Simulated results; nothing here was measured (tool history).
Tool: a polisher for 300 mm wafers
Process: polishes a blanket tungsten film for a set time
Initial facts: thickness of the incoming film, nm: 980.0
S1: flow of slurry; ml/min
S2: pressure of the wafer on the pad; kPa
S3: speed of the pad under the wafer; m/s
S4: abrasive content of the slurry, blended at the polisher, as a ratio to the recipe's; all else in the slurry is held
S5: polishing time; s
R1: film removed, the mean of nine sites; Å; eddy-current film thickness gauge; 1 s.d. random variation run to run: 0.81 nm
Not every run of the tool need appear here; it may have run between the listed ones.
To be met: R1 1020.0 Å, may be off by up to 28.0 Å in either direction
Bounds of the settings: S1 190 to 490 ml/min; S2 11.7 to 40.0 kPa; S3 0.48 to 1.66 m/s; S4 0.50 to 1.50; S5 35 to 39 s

Run 1, hour 0.0: S1 315 ml/min, S2 25.5 kPa, S3 1.06 m/s, S4 1.00, S5 39 s. Result: R1 1948.3 Å.
Run 2, hour 3.8: S1 315 ml/min, S2 25.5 kPa, S3 1.32 m/s, S4 1.00, S5 39 s. Result: R1 2424.8 Å.
Run 3, hour 7.7: S1 315 ml/min, S2 20.7 kPa, S3 1.20 m/s, S4 1.00, S5 39 s. Result: R1 1927.2 Å.
Run 4, hour 11.6: S1 315 ml/min, S2 17.9 kPa, S3 1.06 m/s, S4 1.00, S5 39 s. Result: R1 1526.7 Å.
Run 5, hour 14.6: S1 315 ml/min, S2 24.1 kPa, S3 1.06 m/s, S4 1.00, S5 39 s. Result: R1 1873.1 Å.
Run 6, hour 23.0: S1 315 ml/min, S2 24.1 kPa, S3 1.06 m/s, S4 1.15, S5 39 s. Result: R1 1886.4 Å.
Run 7, hour 29.1: S1 315 ml/min, S2 24.1 kPa, S3 1.06 m/s, S4 1.15, S5 39 s. Result: R1 1930.0 Å.
Run 8, hour 36.4: S1 315 ml/min, S2 20.0 kPa, S3 0.96 m/s, S4 1.15, S5 39 s. Result: R1 1506.3 Å.
Run 9, hour 44.2: S1 315 ml/min, S2 17.2 kPa, S3 0.92 m/s, S4 1.15, S5 39 s. Result: R1 1337.0 Å.
Run 10, hour 45.7: S1 315 ml/min, S2 15.2 kPa, S3 0.88 m/s, S4 1.15, S5 39 s. Result: R1 1167.7 Å.
Run 11, hour 48.6: S1 315 ml/min, S2 15.2 kPa, S3 0.88 m/s, S4 1.15, S5 39 s. Result: R1 1173.8 Å.
Run 12, hour 52.3: S1 315 ml/min, S2 13.8 kPa, S3 0.88 m/s, S4 1.15, S5 39 s. Result: R1 1121.1 Å.
Run 13, hour 56.6: S1 315 ml/min, S2 13.8 kPa, S3 0.88 m/s, S4 1.15, S5 39 s. Result: R1 1100.9 Å.
Run 14, hour 63.9: S1 315 ml/min, S2 13.1 kPa, S3 0.88 m/s, S4 1.15, S5 39 s. Result: R1 1065.7 Å.

4 next moves are on the table. One of them brings every result within its allowed miss. Which?
Run A, hour 71.2: S1 360 ml/min, S2 15.2 kPa, S3 0.82 m/s, S4 1.20, S5 39 s. Result: R1 ?.
Run B, hour 71.2: S1 390 ml/min, S2 15.2 kPa, S3 0.92 m/s, S4 1.20, S5 35 s. Result: R1 ?.
Run C, hour 71.2: S1 340 ml/min, S2 14.5 kPa, S3 0.78 m/s, S4 1.30, S5 38 s. Result: R1 ?.
Run D, hour 71.2: S1 340 ml/min, S2 13.8 kPa, S3 0.88 m/s, S4 1.15, S5 38 s. Result: R1 ?.

move      R1
   A  1121.5
   B  1131.5
   C  1022.4
   D  1089.7
A: the biggest miss grows against the last run
B: the biggest miss grows against the last run
C: every result within its allowed miss
D: the biggest miss grows against the last run
Go with C: it meets all targets.

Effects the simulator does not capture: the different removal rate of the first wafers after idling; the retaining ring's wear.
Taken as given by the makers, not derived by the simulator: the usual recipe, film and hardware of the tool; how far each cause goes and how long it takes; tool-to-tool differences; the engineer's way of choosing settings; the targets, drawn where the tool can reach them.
